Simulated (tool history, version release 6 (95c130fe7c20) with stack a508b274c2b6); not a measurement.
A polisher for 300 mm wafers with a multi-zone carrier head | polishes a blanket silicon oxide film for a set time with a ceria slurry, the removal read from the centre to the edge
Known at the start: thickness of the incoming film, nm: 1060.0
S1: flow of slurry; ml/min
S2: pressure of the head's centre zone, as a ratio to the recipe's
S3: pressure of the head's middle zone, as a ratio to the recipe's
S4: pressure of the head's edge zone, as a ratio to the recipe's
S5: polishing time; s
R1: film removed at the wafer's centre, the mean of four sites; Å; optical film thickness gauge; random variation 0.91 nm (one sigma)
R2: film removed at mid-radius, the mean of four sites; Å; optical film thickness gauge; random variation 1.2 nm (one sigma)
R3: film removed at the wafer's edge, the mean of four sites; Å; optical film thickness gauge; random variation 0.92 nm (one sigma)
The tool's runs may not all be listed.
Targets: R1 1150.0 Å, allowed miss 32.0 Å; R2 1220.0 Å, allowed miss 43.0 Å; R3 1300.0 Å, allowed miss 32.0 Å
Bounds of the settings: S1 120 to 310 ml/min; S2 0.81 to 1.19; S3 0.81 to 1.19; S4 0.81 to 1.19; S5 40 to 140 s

{"run": 1, "day": 0.0, "S1": 200, "S2": 1.0, "S3": 1.0, "S4": 1.0, "S5": 90, "R1": 1762.5, "R2": 1748.3, "R3": 1769.4}
{"run": 2, "day": 0.033, "S1": 190, "S2": 0.96, "S3": 0.97, "S4": 0.97, "S5": 85, "R1": 1600.1, "R2": 1579.4, "R3": 1662.1}
{"run": 3, "day": 0.183, "S1": 190, "S2": 0.96, "S3": 0.97, "S4": 0.94, "S5": 85, "R1": 1597.3, "R2": 1595.1, "R3": 1627.3}
{"run": 4, "day": 0.45, "S1": 210, "S2": 0.96, "S3": 0.97, "S4": 0.94, "S5": 85, "R1": 1605.2, "R2": 1643.3, "R3": 1637.9}
{"run": 5, "day": 0.588, "S1": 195, "S2": 0.96, "S3": 0.97, "S4": 0.94, "S5": 85, "R1": 1593.8, "R2": 1594.2, "R3": 1640.2}
{"run": 6, "day": 0.862, "S1": 195, "S2": 0.93, "S3": 0.96, "S4": 0.92, "S5": 80, "R1": 1460.9, "R2": 1508.3, "R3": 1512.0}
{"run": 7, "day": 1.071, "S1": 185, "S2": 0.9, "S3": 0.94, "S4": 0.91, "S5": 78, "R1": 1365.8, "R2": 1431.2, "R3": 1474.2}
{"run": 8, "day": 1.15, "S1": 175, "S2": 0.88, "S3": 0.92, "S4": 0.89, "S5": 76, "R1": 1320.9, "R2": 1343.4, "R3": 1388.1}
{"run": 9, "day": 1.417, "S1": 170, "S2": 0.86, "S3": 0.92, "S4": 0.89, "S5": 75, "R1": 1252.8, "R2": 1365.9, "R3": 1381.0}
{"run": 10, "day": 1.588, "S1": 165, "S2": 0.85, "S3": 0.9, "S4": 0.88, "S5": 75, "R1": 1255.1, "R2": 1320.7, "R3": 1371.5}
{"run": 11, "day": 1.833, "S1": 160, "S2": 0.84, "S3": 0.89, "S4": 0.88, "S5": 74, "R1": 1209.3, "R2": 1304.5, "R3": 1336.2}
{"run": 12, "day": 2.104, "S1": 130, "S2": 0.83, "S3": 0.82, "S4": 0.89, "S5": 73, "R1": 1126.5, "R2": 1159.5, "R3": 1304.7}

4 next moves are on the table. One of them brings every result within its allowed miss. Which?
{"run": "A", "day": 2.375, "S1": 120, "S2": 0.94, "S3": 0.81, "S4": 0.95, "S5": 70, "R1": "?", "R2": "?", "R3": "?"}
{"run": "B", "day": 2.375, "S1": 150, "S2": 0.87, "S3": 0.81, "S4": 0.9, "S5": 71, "R1": "?", "R2": "?", "R3": "?"}
{"run": "C", "day": 2.375, "S1": 125, "S2": 0.82, "S3": 0.84, "S4": 0.81, "S5": 77, "R1": "?", "R2": "?", "R3": "?"}
{"run": "D", "day": 2.375, "S1": 170, "S2": 0.85, "S3": 0.81, "S4": 0.9, "S5": 69, "R1": "?", "R2": "?", "R3": "?"}

move=A R1=1164.7 R2=1072.0 R3=1269.1
move=B R1=1172.8 R2=1143.7 R3=1306.7
move=C R1=1157.5 R2=1217.1 R3=1325.7
move=D R1=1148.1 R2=1137.9 R3=1291.5
A: further off than the last run
B: further off than the last run
C: meets every target
D: further off than the last run
Answer: C

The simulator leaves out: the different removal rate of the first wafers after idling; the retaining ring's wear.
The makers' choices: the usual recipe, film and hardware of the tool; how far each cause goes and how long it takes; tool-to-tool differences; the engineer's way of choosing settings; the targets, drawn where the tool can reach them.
